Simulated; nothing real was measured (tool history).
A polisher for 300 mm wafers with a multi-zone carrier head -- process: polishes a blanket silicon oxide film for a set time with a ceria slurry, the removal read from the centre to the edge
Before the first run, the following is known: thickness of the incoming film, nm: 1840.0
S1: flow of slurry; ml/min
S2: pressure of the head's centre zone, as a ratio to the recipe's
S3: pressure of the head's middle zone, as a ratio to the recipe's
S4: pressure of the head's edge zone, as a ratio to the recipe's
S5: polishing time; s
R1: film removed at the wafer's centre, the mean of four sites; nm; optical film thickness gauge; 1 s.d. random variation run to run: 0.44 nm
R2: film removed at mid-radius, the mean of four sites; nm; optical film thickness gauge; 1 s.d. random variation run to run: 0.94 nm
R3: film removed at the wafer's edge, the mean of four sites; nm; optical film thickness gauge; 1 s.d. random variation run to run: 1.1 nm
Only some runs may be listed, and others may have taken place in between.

run	hour	S1	S2	S3	S4	S5	R1	R2	R3
1	0	150	1	1	1	35	116.37	127.73	131.97
2	7.2	160	1	1	1	35	119.44	128.01	131.89
3	15.1	160	1	0.93	1	35	118.71	119.77	130.63
4	15.9	160	1	0.93	1	29	98.12	100.57	111.84
5	20.6	160	1	0.93	0.96	29	97.584	100.32	104.78
6	27.2	160	1	0.93	0.99	29	98.22	102.63	110.01

Run 7 is up next; what results do you expect?
7	28.6	150	0.99	0.89	0.96	26	?	?	?

Run 7 yielded R1 85.574 nm, R2 84.937 nm, R3 93.913 nm.

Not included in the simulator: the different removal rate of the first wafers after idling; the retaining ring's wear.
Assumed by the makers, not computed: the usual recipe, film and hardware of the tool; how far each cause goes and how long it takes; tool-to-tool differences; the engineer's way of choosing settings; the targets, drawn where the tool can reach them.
